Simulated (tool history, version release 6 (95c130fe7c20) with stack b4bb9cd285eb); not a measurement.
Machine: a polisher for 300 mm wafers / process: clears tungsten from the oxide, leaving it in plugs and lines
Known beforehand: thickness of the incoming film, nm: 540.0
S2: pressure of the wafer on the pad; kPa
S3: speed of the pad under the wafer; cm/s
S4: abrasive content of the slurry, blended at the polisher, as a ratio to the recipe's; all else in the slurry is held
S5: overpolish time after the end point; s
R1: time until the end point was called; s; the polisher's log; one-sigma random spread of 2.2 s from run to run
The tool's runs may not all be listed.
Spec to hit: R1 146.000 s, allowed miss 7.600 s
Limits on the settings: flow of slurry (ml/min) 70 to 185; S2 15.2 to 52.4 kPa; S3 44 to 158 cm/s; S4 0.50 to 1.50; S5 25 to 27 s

run 1 day=0.000 | flow_of_slurry_(ml/min)=120 S2=33.8 S3=100 S4=1.00 S5=25 | R1=80.128
run 2 day=0.217 | flow_of_slurry_(ml/min)=120 S2=27.6 S3=100 S4=1.00 S5=25 | R1=98.316
run 3 day=0.425 | flow_of_slurry_(ml/min)=135 S2=27.6 S3=100 S4=1.00 S5=25 | R1=100.160
run 4 day=0.750 | flow_of_slurry_(ml/min)=135 S2=25.5 S3=100 S4=1.00 S5=25 | R1=102.210
run 5 day=0.858 | flow_of_slurry_(ml/min)=135 S2=25.5 S3=116 S4=1.00 S5=25 | R1=91.040
run 6 day=1.121 | flow_of_slurry_(ml/min)=135 S2=23.4 S3=112 S4=1.00 S5=25 | R1=100.460
run 7 day=1.304 | flow_of_slurry_(ml/min)=135 S2=22.1 S3=110 S4=1.00 S5=25 | R1=106.950
-- day=1.342 slurry blender recalibrated
run 8 day=1.342 | flow_of_slurry_(ml/min)=135 S2=20.7 S3=108 S4=1.00 S5=25 | R1=110.210
run 9 day=1.625 | flow_of_slurry_(ml/min)=135 S2=20.0 S3=106 S4=1.00 S5=25 | R1=118.100
run 10 day=1.758 | flow_of_slurry_(ml/min)=135 S2=19.3 S3=104 S4=1.00 S5=25 | R1=121.180
run 11 day=2.004 | flow_of_slurry_(ml/min)=135 S2=18.6 S3=102 S4=1.00 S5=25 | R1=130.550
run 12 day=2.188 | flow_of_slurry_(ml/min)=130 S2=15.2 S3=102 S4=1.00 S5=25 | R1=161.080

Of the 4 settings listed for the next run, only one would bring every result within its allowed miss of target. Which one?
run A day=2.371 | flow_of_slurry_(ml/min)=90 S2=19.3 S3=110 S4=1.10 S5=25 | R1=?
run B day=2.371 | flow_of_slurry_(ml/min)=140 S2=17.2 S3=104 S4=1.05 S5=25 | R1=?
run C day=2.371 | flow_of_slurry_(ml/min)=130 S2=21.4 S3=86 S4=1.10 S5=25 | R1=?
run D day=2.371 | flow_of_slurry_(ml/min)=120 S2=18.6 S3=92 S4=1.00 S5=27 | R1=?

move=A R1=124.030
move=B R1=132.370
move=C R1=129.680
move=D R1=145.750
A: the result that was furthest off in the last run now lies on the other side of its target
B: the result that was furthest off in the last run now lies on the other side of its target
C: the result that was furthest off in the last run now lies on the other side of its target
D: every result within its allowed miss
Answer: D
